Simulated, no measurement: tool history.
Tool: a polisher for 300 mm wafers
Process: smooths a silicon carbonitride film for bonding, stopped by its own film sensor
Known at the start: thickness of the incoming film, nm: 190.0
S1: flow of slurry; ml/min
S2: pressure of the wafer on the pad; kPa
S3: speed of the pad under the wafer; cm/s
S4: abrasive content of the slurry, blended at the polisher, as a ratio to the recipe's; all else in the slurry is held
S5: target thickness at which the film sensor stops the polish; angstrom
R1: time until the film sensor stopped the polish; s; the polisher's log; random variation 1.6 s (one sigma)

Run 1, hour 0: S1 275 ml/min, S2 11 kPa, S3 72 cm/s, S4 1, S5 1840 angstrom. Result: R1 42.979 s.
Run 2, hour 0.7: S1 325 ml/min, S2 11 kPa, S3 72 cm/s, S4 1, S5 1840 angstrom. Result: R1 42.667 s.
Run 3, hour 5: S1 365 ml/min, S2 11 kPa, S3 72 cm/s, S4 1, S5 1840 angstrom. Result: R1 43.126 s.
Run 4, hour 8.1: S1 365 ml/min, S2 10.3 kPa, S3 70 cm/s, S4 1, S5 1840 angstrom. Result: R1 46.781 s.
Run 5, hour 14.2: S1 365 ml/min, S2 10.3 kPa, S3 70 cm/s, S4 1.2, S5 1840 angstrom. Result: R1 42.827 s.
Run 6, hour 23.2: S1 365 ml/min, S2 9.7 kPa, S3 68 cm/s, S4 1.2, S5 1840 angstrom. Result: R1 46.138 s.
At hour 24.4: slurry nozzle cleaned.
Run 7, hour 24.4: S1 365 ml/min, S2 9 kPa, S3 66 cm/s, S4 1.2, S5 1840 angstrom. Result: R1 48.127 s.
Run 8, hour 29.4: S1 365 ml/min, S2 8.3 kPa, S3 62 cm/s, S4 1.2, S5 1840 angstrom. Result: R1 53.265 s.

Forecast run 9:
Run 9, hour 34.3: S1 365 ml/min, S2 7.6 kPa, S3 58 cm/s, S4 1.2, S5 1840 angstrom. Result: R1 ?.

{"run 9": {"R1": 61.571}}

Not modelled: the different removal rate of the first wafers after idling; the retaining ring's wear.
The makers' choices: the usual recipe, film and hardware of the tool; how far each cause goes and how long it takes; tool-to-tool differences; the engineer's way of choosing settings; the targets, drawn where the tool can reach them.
